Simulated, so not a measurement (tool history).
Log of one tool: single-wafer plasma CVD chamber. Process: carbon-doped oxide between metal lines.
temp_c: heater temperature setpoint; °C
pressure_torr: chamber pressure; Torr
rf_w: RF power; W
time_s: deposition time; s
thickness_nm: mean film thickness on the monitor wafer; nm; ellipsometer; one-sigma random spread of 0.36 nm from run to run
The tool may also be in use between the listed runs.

Run 1, hour 0: temp_c 350 °C, pressure_torr 3.93 Torr, rf_w 565 W, time_s 21 s. Result: thickness_nm 104.09 nm.
Run 2, hour 2.6: temp_c 350 °C, pressure_torr 4.62 Torr, rf_w 565 W, time_s 21 s. Result: thickness_nm 107.31 nm.
Run 3, hour 8.8: temp_c 348 °C, pressure_torr 4.7 Torr, rf_w 565 W, time_s 21 s. Result: thickness_nm 108.57 nm.
Run 4, hour 15.9: temp_c 343 °C, pressure_torr 4.7 Torr, rf_w 565 W, time_s 21 s. Result: thickness_nm 109.91 nm.
Run 5, hour 17.7: temp_c 343 °C, pressure_torr 4.7 Torr, rf_w 565 W, time_s 21 s. Result: thickness_nm 109.84 nm.
Run 6, hour 19.6: temp_c 343 °C, pressure_torr 5.39 Torr, rf_w 565 W, time_s 21 s. Result: thickness_nm 112.36 nm.
Run 7, hour 28.4: temp_c 342 °C, pressure_torr 5.4 Torr, rf_w 565 W, time_s 21 s. Result: thickness_nm 112.78 nm.
Run 8, hour 36.2: temp_c 341 °C, pressure_torr 5.41 Torr, rf_w 565 W, time_s 21 s. Result: thickness_nm 113.39 nm.
Run 9, hour 44.9: temp_c 340 °C, pressure_torr 5.42 Torr, rf_w 565 W, time_s 21 s. Result: thickness_nm 113.25 nm.
Run 10, hour 51.4: temp_c 339 °C, pressure_torr 5.43 Torr, rf_w 565 W, time_s 21 s. Result: thickness_nm 113.98 nm.

Run 11, settings as shown, results not yet in. Your forecast:
Run 11, hour 60.2: temp_c 338 °C, pressure_torr 5.44 Torr, rf_w 565 W, time_s 21 s. Result: thickness_nm ?.

thickness_nm: 114.7 nm
